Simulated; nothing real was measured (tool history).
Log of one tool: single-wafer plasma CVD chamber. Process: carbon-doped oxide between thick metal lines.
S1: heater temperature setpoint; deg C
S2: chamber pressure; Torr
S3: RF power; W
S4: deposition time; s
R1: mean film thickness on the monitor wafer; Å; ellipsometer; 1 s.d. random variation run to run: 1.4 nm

run 1 hour=0.0 | S1=350 S2=5.77 S3=485 S4=118 | R1=6131.6
run 2 hour=4.7 | S1=343 S2=5.77 S3=485 S4=118 | R1=6247.3
run 3 hour=11.9 | S1=343 S2=5.77 S3=450 S4=118 | R1=5966.6
run 4 hour=17.3 | S1=349 S2=5.49 S3=450 S4=118 | R1=5825.3
run 5 hour=18.5 | S1=353 S2=5.31 S3=450 S4=118 | R1=5706.6
run 6 hour=23.5 | S1=356 S2=5.22 S3=450 S4=118 | R1=5670.8

Run 7 is up next; what results do you expect?
run 7 hour=26.0 | S1=358 S2=5.12 S3=450 S4=118 | R1=?

R1: 5608.4 Å

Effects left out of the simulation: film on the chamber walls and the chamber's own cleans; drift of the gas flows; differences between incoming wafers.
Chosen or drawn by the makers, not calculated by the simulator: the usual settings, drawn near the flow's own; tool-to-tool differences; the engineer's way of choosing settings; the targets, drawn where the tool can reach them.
